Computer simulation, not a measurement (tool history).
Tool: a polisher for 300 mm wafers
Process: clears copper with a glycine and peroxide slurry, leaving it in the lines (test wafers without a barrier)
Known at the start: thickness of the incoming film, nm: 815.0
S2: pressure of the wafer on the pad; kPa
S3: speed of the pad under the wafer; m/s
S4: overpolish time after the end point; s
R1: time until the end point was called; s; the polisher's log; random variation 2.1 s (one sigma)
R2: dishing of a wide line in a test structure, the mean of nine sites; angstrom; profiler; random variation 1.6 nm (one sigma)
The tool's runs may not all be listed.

run 1 hour=0.0 | flow_of_slurry_(ml/min)=155 S2=21.4 S3=0.98 S4=11 | R1=132.53 R2=445.76
run 2 hour=1.7 | flow_of_slurry_(ml/min)=155 S2=22.1 S3=0.98 S4=12 | R1=133.47 R2=497.03
run 3 hour=4.8 | flow_of_slurry_(ml/min)=155 S2=22.8 S3=0.98 S4=12 | R1=129.12 R2=504.63
run 4 hour=11.9 | flow_of_slurry_(ml/min)=155 S2=22.8 S3=1.20 S4=12 | R1=118.49 R2=530.75
run 5 hour=13.0 | flow_of_slurry_(ml/min)=155 S2=22.8 S3=1.42 S4=12 | R1=106.66 R2=591.10
run 6 hour=13.8 | flow_of_slurry_(ml/min)=155 S2=22.8 S3=1.42 S4=14 | R1=107.99 R2=688.76

The next listed run, before its measurement:
run 7 hour=15.1 | flow_of_slurry_(ml/min)=155 S2=22.8 S3=1.42 S4=15 | R1=? R2=?

{"run 7": {"R1": 105.22, "R2": 718.55}}
